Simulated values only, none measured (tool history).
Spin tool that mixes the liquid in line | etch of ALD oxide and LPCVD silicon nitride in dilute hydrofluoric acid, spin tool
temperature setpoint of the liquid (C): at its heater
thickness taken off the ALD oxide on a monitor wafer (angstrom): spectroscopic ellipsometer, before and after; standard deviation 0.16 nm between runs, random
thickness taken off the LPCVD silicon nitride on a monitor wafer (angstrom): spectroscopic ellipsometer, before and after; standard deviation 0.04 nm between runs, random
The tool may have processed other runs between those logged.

run	hour	temperature setpoint of the liquid (C)	parts of water to one part of 49 % hydrofluoric acid (parts by volume)	time under the liquid (s)	thickness taken off the ALD oxide on a monitor wafer (angstrom)	thickness taken off the LPCVD silicon nitride on a monitor wafer (angstrom)
1	0	22	185	100	85.605	2.7107
2	5.8	23	165	100	101.81	2.7959
3	14.3	24.5	150	100	122.66	3.3067
4	17.1	24.5	200	100	85.907	2.5451
5	20.1	28	200	100	96.019	3.123
6	22.5	24.5	200	100	85.303	2.7808
7	30	25.5	180	100	100.48	3.4171
8	35.2	25.5	160	100	115.99	3.5252
9	43.7	26	145	100	132.69	4.5354
10	47.4	26	135	100	143.48	4.5814

For run 11, what comes out?
11	51.7	28.5	90	95	?	?

{"run 11": {"thickness taken off the ALD oxide on a monitor wafer (angstrom)": 239.34, "thickness taken off the LPCVD silicon nitride on a monitor wafer (angstrom)": 7.4963}}
